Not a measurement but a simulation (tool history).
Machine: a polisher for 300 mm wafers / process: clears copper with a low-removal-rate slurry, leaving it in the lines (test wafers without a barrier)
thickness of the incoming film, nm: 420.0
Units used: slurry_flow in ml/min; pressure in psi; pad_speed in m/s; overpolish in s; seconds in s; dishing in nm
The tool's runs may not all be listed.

run	hour	slurry_flow	pressure	pad_speed	slurry_solids	overpolish	seconds	dishing
1	0	290	4	0.86	1	26	119.87	59.228
2	3.2	290	4.1	0.88	1	20	115.09	48.165
3	10.4	235	4.1	0.88	1	20	116.44	49.231
4	14.7	235	4.1	0.88	1	11	116.51	27.839
5	21.2	235	3.1	0.88	1	11	152.53	21.782
6	24.5	235	3.6	0.88	1	11	132.1	25.554
7	31.2	235	4	0.88	1	11	119.31	27.992
8	34.7	235	4.2	0.88	1	11	114.17	29.756
9	40.3	235	4.4	0.88	1	11	107.36	30.7
10	48.4	240	4.8	0.88	1	15	100.34	44.686

Run 11 is up next; what results do you expect?
11	52.9	240	4.7	0.92	1	10	?	?

Run 11 produced seconds 97.429 s, dishing 30.805 nm.
